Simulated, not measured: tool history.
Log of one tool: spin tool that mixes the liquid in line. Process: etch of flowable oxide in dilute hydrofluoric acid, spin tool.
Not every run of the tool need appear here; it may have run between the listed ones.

run,hour,temperature setpoint of the liquid (°C),parts of water to one part of 49 % hydrofluoric acid (parts by volume),time under the liquid (s),thickness taken off the flowable oxide on a monitor wafer (angstrom)
1,0,26,295,310,247.48
2,4,27.5,295,310,262
3,10,28.5,295,310,272.12
4,17.2,28.5,295,310,267.97
5,20.6,31,295,310,294.94
6,25.5,32.5,295,310,306.98
7,29.8,33,235,310,417.11
8,32.2,34,115,310,1045.2

What will run 9 give?
9,37.7,31.5,115,310,?

thickness taken off the flowable oxide on a monitor wafer (angstrom): 960.61

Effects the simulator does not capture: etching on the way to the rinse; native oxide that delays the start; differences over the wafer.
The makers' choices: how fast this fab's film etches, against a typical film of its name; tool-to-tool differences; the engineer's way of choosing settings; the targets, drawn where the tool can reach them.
